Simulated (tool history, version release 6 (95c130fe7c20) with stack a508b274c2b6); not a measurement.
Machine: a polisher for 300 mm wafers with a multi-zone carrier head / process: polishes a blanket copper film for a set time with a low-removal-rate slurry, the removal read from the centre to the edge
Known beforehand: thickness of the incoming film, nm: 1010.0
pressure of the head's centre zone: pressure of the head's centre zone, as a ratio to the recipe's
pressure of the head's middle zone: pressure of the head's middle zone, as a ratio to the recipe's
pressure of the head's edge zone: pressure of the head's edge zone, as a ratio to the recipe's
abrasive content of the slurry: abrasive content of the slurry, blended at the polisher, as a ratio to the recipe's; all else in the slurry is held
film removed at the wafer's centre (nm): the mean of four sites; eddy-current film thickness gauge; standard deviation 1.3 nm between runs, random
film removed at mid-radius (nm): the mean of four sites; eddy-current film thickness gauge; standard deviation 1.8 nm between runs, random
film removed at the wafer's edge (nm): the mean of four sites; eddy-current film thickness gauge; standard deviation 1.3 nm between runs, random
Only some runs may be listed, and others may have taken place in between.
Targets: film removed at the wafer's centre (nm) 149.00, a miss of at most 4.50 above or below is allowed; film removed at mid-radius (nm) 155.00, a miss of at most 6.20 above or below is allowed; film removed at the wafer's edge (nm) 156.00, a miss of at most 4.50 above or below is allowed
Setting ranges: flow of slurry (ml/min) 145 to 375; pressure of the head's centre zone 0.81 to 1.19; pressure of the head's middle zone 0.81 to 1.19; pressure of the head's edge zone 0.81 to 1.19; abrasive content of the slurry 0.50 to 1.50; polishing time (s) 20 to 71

run	day	flow of slurry (ml/min)	pressure of the head's centre zone	pressure of the head's middle zone	pressure of the head's edge zone	abrasive content of the slurry	polishing time (s)	film removed at the wafer's centre (nm)	film removed at mid-radius (nm)	film removed at the wafer's edge (nm)
1	0.000	240	1.00	1.00	1.00	1.00	45	135.81	140.04	134.95
2	0.200	240	1.00	1.07	1.00	1.00	45	137.08	145.80	135.27
3	0.338	240	0.96	1.07	1.00	1.00	45	132.78	147.91	132.14
4	0.658	255	0.98	1.07	1.06	1.05	45	137.35	150.86	140.41
5	0.896	270	1.00	1.06	1.10	1.05	45	138.58	148.08	144.34
6	0.967	270	1.00	1.06	1.16	1.05	45	138.68	149.77	146.78
7	1.025	280	1.01	1.06	1.17	1.10	45	142.38	151.67	150.97
8	1.362	280	1.01	1.06	1.17	1.10	45	142.36	151.81	150.98

Exercise: of the 5 proposed moves below, exactly one satisfies all targets within the stated allowed misses. Which move is it?
A	1.700	305	0.96	1.02	1.19	1.15	43	?	?	?
B	1.700	255	1.04	1.06	1.19	1.10	46	?	?	?
C	1.700	260	1.11	1.12	1.12	0.95	46	?	?	?
D	1.700	285	0.89	1.01	1.17	1.20	46	?	?	?
E	1.700	305	0.98	1.08	1.18	1.10	45	?	?	?

move	film removed at the wafer's centre (nm)	film removed at mid-radius (nm)	film removed at the wafer's edge (nm)
A	131.51	142.29	148.92
B	147.34	152.70	155.32
C	151.43	154.36	145.16
D	131.35	151.71	158.94
E	138.83	154.52	153.28
A: the biggest miss grows against the last run
B: meets every target
C: brings the last run's worst result on target, with another outside its allowed miss
D: the biggest miss grows against the last run
E: the biggest miss grows against the last run
Correct choice: B, which meets every target
